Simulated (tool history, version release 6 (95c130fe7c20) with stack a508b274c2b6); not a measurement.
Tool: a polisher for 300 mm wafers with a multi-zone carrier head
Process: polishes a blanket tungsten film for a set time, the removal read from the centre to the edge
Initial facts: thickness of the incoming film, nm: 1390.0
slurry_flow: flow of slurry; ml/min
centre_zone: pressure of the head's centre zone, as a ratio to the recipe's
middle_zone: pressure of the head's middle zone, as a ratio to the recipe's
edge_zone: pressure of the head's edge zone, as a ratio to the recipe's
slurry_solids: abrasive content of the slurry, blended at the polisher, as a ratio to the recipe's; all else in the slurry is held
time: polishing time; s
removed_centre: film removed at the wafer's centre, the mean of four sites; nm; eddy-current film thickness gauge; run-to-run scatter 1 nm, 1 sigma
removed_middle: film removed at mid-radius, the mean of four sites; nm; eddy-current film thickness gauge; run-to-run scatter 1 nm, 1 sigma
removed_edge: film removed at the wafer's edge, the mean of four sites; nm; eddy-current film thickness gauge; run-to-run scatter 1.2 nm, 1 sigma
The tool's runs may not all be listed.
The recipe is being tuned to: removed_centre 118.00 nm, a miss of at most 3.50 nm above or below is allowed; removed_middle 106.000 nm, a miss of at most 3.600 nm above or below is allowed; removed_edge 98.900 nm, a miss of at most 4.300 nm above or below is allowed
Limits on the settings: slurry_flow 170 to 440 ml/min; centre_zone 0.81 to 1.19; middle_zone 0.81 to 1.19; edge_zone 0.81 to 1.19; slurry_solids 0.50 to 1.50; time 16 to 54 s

{"run": 1, "hour": 0.0, "slurry_flow": 280, "centre_zone": 1.0, "middle_zone": 1.0, "edge_zone": 1.0, "slurry_solids": 1.0, "time": 35, "removed_centre": 122.4, "removed_middle": 117.67, "removed_edge": 117.52}
{"run": 2, "hour": 0.8, "slurry_flow": 280, "centre_zone": 1.0, "middle_zone": 1.0, "edge_zone": 1.0, "slurry_solids": 0.85, "time": 35, "removed_centre": 117.25, "removed_middle": 112.57, "removed_edge": 112.52}
{"run": 3, "hour": 7.6, "slurry_flow": 280, "centre_zone": 1.01, "middle_zone": 1.0, "edge_zone": 0.98, "slurry_solids": 0.85, "time": 35, "removed_centre": 119.13, "removed_middle": 112.88, "removed_edge": 111.49}
{"run": 4, "hour": 14.9, "slurry_flow": 280, "centre_zone": 1.01, "middle_zone": 1.0, "edge_zone": 0.98, "slurry_solids": 0.85, "time": 31, "removed_centre": 104.59, "removed_middle": 99.925, "removed_edge": 101.9}
{"run": 5, "hour": 20.0, "slurry_flow": 290, "centre_zone": 1.03, "middle_zone": 1.01, "edge_zone": 0.97, "slurry_solids": 0.85, "time": 31, "removed_centre": 107.47, "removed_middle": 101.19, "removed_edge": 101.13}
{"run": 6, "hour": 27.8, "slurry_flow": 295, "centre_zone": 1.04, "middle_zone": 1.02, "edge_zone": 0.96, "slurry_solids": 0.85, "time": 31, "removed_centre": 108.9, "removed_middle": 101.42, "removed_edge": 99.941}
{"run": 7, "hour": 33.0, "slurry_flow": 300, "centre_zone": 1.05, "middle_zone": 1.03, "edge_zone": 0.96, "slurry_solids": 0.85, "time": 31, "removed_centre": 111.83, "removed_middle": 104.38, "removed_edge": 98.689}
{"run": 8, "hour": 37.8, "slurry_flow": 305, "centre_zone": 1.05, "middle_zone": 1.03, "edge_zone": 0.96, "slurry_solids": 0.85, "time": 31, "removed_centre": 108.54, "removed_middle": 104.05, "removed_edge": 102.07}
{"run": 9, "hour": 45.4, "slurry_flow": 300, "centre_zone": 1.06, "middle_zone": 1.03, "edge_zone": 0.95, "slurry_solids": 0.85, "time": 31, "removed_centre": 112.08, "removed_middle": 102.61, "removed_edge": 100.66}
{"run": 10, "hour": 46.0, "slurry_flow": 300, "centre_zone": 1.07, "middle_zone": 1.04, "edge_zone": 0.94, "slurry_solids": 0.85, "time": 31, "removed_centre": 111.4, "removed_middle": 101.44, "removed_edge": 99.985}
{"run": 11, "hour": 52.1, "slurry_flow": 310, "centre_zone": 1.08, "middle_zone": 1.05, "edge_zone": 0.93, "slurry_solids": 0.85, "time": 31, "removed_centre": 115.33, "removed_middle": 104.94, "removed_edge": 97.664}

Exactly one of the 5 candidate moves below puts every result within its allowed miss. Which one?
{"run": "A", "hour": 58.2, "slurry_flow": 200, "centre_zone": 1.13, "middle_zone": 1.1, "edge_zone": 0.91, "slurry_solids": 0.75, "time": 34, "removed_centre": "?", "removed_middle": "?", "removed_edge": "?"}
{"run": "B", "hour": 58.2, "slurry_flow": 290, "centre_zone": 1.15, "middle_zone": 1.13, "edge_zone": 0.84, "slurry_solids": 1.05, "time": 28, "removed_centre": "?", "removed_middle": "?", "removed_edge": "?"}
{"run": "C", "hour": 58.2, "slurry_flow": 385, "centre_zone": 1.05, "middle_zone": 1.07, "edge_zone": 0.9, "slurry_solids": 0.95, "time": 30, "removed_centre": "?", "removed_middle": "?", "removed_edge": "?"}
{"run": "D", "hour": 58.2, "slurry_flow": 360, "centre_zone": 1.06, "middle_zone": 1.07, "edge_zone": 0.98, "slurry_solids": 0.8, "time": 31, "removed_centre": "?", "removed_middle": "?", "removed_edge": "?"}
{"run": "E", "hour": 58.2, "slurry_flow": 215, "centre_zone": 1.1, "middle_zone": 1.06, "edge_zone": 0.91, "slurry_solids": 1.0, "time": 30, "removed_centre": "?", "removed_middle": "?", "removed_edge": "?"}

move=A removed_centre=116.44 removed_middle=105.930 removed_edge=100.690
move=B removed_centre=113.89 removed_middle=102.960 removed_edge=91.937
move=C removed_centre=111.41 removed_middle=106.340 removed_edge=100.510
move=D removed_centre=109.94 removed_middle=103.980 removed_edge=101.970
move=E removed_centre=110.09 removed_middle=100.370 removed_edge=97.435
A: every result within its allowed miss
B: its largest miss is bigger than the last run's
C: its largest miss is bigger than the last run's
D: its largest miss is bigger than the last run's
E: its largest miss is bigger than the last run's
A meets every target.
